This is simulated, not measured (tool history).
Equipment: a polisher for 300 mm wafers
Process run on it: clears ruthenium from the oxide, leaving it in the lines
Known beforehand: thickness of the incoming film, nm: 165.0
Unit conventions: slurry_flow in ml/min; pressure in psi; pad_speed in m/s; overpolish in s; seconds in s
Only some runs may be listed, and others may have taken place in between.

run  hour  slurry_flow  pressure  pad_speed  overpolish  seconds
  1   0.0          240       2.1       1.24          43   98.953
  2   4.4          190       2.1       1.24          43  102.020
  3  12.4          160       2.1       1.24          43  103.450
  4  19.0          160       2.4       1.24          43   92.754
  5  22.9          160       2.2       1.14          43  109.750
  6  28.5          210       2.2       1.14          43  104.460
  7  32.5          205       2.0       1.06          43  122.120

Run 8 comes next. What will it give?
  8  37.6          200       1.8       1.00          43        ?

seconds: 146.070 s
